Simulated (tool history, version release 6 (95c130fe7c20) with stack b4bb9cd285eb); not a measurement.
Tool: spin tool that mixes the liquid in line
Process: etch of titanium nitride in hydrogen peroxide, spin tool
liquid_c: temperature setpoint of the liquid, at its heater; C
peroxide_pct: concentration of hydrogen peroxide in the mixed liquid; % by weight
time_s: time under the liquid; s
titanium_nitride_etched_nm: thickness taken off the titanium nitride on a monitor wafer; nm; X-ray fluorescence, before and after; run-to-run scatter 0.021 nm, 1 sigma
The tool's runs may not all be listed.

{"run": 1, "hour": 0.0, "liquid_c": 55, "peroxide_pct": 16, "time_s": 60, "titanium_nitride_etched_nm": 4.5233}
{"run": 2, "hour": 1.2, "liquid_c": 55, "peroxide_pct": 19.5, "time_s": 60, "titanium_nitride_etched_nm": 4.7384}
{"run": 3, "hour": 3.9, "liquid_c": 55, "peroxide_pct": 19.5, "time_s": 45, "titanium_nitride_etched_nm": 3.5405}
{"run": 4, "hour": 8.9, "liquid_c": 54, "peroxide_pct": 19.5, "time_s": 45, "titanium_nitride_etched_nm": 3.3251}
{"run": 5, "hour": 15.6, "liquid_c": 53.5, "peroxide_pct": 19.5, "time_s": 45, "titanium_nitride_etched_nm": 3.2001}
{"run": 6, "hour": 23.1, "liquid_c": 53.5, "peroxide_pct": 19.5, "time_s": 60, "titanium_nitride_etched_nm": 4.2333}
{"run": 7, "hour": 31.4, "liquid_c": 51.5, "peroxide_pct": 19.5, "time_s": 60, "titanium_nitride_etched_nm": 3.7188}
{"run": 8, "hour": 37.9, "liquid_c": 50, "peroxide_pct": 19.5, "time_s": 60, "titanium_nitride_etched_nm": 3.3033}

Run 9 comes next. What will it give?
{"run": 9, "hour": 42.6, "liquid_c": 50, "peroxide_pct": 19.5, "time_s": 60, "titanium_nitride_etched_nm": "?"}

{"run 9": {"titanium_nitride_etched_nm": 3.3243}}
